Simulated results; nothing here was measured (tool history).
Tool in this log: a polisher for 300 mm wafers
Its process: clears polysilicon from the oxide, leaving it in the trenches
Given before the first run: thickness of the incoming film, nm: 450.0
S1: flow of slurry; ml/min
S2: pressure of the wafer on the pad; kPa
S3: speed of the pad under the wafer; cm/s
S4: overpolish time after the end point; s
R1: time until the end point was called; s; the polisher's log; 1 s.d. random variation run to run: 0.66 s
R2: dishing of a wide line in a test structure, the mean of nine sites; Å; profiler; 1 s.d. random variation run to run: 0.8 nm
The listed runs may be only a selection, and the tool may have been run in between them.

run 1 hour=0 | S1=240 S2=22.8 S3=78 S4=13 | R1=26.035 R2=409.18
run 2 hour=4.9 | S1=240 S2=22.8 S3=94 S4=13 | R1=21.445 R2=404.8
run 3 hour=12.7 | S1=240 S2=22.8 S3=80 S4=13 | R1=25.154 R2=421.27
run 4 hour=13.8 | S1=240 S2=22.8 S3=80 S4=10 | R1=25.154 R2=396.65
run 5 hour=19.9 | S1=240 S2=22.8 S3=80 S4=6 | R1=25.32 R2=360.75
run 6 hour=21.8 | S1=240 S2=20.7 S3=80 S4=6 | R1=27.372 R2=370.32

Estimate the outcome of run 7 from the log above:
run 7 hour=26.5 | S1=235 S2=19.3 S3=78 S4=5 | R1=? R2=?

For run 7 the tool returned R1 31.052 s, R2 327.07 Å.
